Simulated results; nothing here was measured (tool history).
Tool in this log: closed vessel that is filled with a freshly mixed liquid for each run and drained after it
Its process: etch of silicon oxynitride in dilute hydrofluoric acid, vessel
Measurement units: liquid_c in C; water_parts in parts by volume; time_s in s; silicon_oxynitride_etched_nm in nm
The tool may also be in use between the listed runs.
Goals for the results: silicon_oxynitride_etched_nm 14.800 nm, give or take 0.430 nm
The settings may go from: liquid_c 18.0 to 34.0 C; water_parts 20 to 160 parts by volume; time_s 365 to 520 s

{"run": 1, "hour": 0.0, "liquid_c": 26.0, "water_parts": 90, "time_s": 520, "silicon_oxynitride_etched_nm": 12.975}
{"run": 2, "hour": 6.7, "liquid_c": 27.0, "water_parts": 90, "time_s": 520, "silicon_oxynitride_etched_nm": 13.737}
{"run": 3, "hour": 9.7, "liquid_c": 25.0, "water_parts": 90, "time_s": 520, "silicon_oxynitride_etched_nm": 12.38}
{"run": 4, "hour": 11.2, "liquid_c": 25.0, "water_parts": 60, "time_s": 520, "silicon_oxynitride_etched_nm": 19.215}
{"run": 5, "hour": 20.5, "liquid_c": 22.5, "water_parts": 60, "time_s": 520, "silicon_oxynitride_etched_nm": 17.057}
{"run": 6, "hour": 30.3, "liquid_c": 21.5, "water_parts": 60, "time_s": 520, "silicon_oxynitride_etched_nm": 16.199}
{"run": 7, "hour": 36.9, "liquid_c": 21.0, "water_parts": 60, "time_s": 520, "silicon_oxynitride_etched_nm": 15.705}
{"run": 8, "hour": 44.5, "liquid_c": 20.5, "water_parts": 60, "time_s": 520, "silicon_oxynitride_etched_nm": 15.426}

Next run, 4 choices. One meets every target within its allowed miss, the rest don't. Which?
{"run": "A", "hour": 52.1, "liquid_c": 21.0, "water_parts": 50, "time_s": 440, "silicon_oxynitride_etched_nm": "?"}
{"run": "B", "hour": 52.1, "liquid_c": 19.5, "water_parts": 60, "time_s": 520, "silicon_oxynitride_etched_nm": "?"}
{"run": "C", "hour": 52.1, "liquid_c": 24.5, "water_parts": 50, "time_s": 380, "silicon_oxynitride_etched_nm": "?"}
{"run": "D", "hour": 52.1, "liquid_c": 21.0, "water_parts": 60, "time_s": 520, "silicon_oxynitride_etched_nm": "?"}

move=A silicon_oxynitride_etched_nm=16.127
move=B silicon_oxynitride_etched_nm=14.628
move=C silicon_oxynitride_etched_nm=16.549
move=D silicon_oxynitride_etched_nm=15.766
A: lands further from the targets than the last run did
B: meets every target
C: lands further from the targets than the last run did
D: lands further from the targets than the last run did
The right move is B.
